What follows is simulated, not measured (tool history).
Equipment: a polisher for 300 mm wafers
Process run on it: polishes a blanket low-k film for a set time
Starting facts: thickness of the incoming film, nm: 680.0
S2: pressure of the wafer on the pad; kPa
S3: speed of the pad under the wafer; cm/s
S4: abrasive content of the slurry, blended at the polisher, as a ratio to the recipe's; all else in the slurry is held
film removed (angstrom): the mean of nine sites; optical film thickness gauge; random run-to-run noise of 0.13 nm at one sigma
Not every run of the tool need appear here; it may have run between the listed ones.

Run 1, hour 0: flow of slurry (ml/min) 310, S2 9 kPa, S3 122 cm/s, S4 1, polishing time (s) 82. Result: film removed (angstrom) 222.36.
Run 2, hour 7.6: flow of slurry (ml/min) 310, S2 7.6 kPa, S3 114 cm/s, S4 1, polishing time (s) 82. Result: film removed (angstrom) 174.54.
Run 3, hour 15.8: flow of slurry (ml/min) 310, S2 7.6 kPa, S3 114 cm/s, S4 1, polishing time (s) 82. Result: film removed (angstrom) 177.75.
Run 4, hour 16.4: flow of slurry (ml/min) 345, S2 7.6 kPa, S3 114 cm/s, S4 1, polishing time (s) 82. Result: film removed (angstrom) 176.84.
Run 5, hour 24.7: flow of slurry (ml/min) 345, S2 6.9 kPa, S3 110 cm/s, S4 1, polishing time (s) 82. Result: film removed (angstrom) 163.49.
Run 6, hour 31: flow of slurry (ml/min) 340, S2 6.2 kPa, S3 104 cm/s, S4 1, polishing time (s) 82. Result: film removed (angstrom) 139.95.
Run 7, hour 34.5: flow of slurry (ml/min) 340, S2 5.5 kPa, S3 102 cm/s, S4 1, polishing time (s) 82. Result: film removed (angstrom) 121.61.
Run 8, hour 36.7: flow of slurry (ml/min) 335, S2 5.5 kPa, S3 102 cm/s, S4 1, polishing time (s) 82. Result: film removed (angstrom) 120.19.
Run 9, hour 38.2: flow of slurry (ml/min) 335, S2 4.1 kPa, S3 98 cm/s, S4 1, polishing time (s) 82. Result: film removed (angstrom) 91.115.

Run 10 is up next; what results do you expect?
Run 10, hour 46.4: flow of slurry (ml/min) 345, S2 4.1 kPa, S3 98 cm/s, S4 1, polishing time (s) 82. Result: film removed (angstrom) ?.

{"run 10": {"film removed (angstrom)": 91.695}}
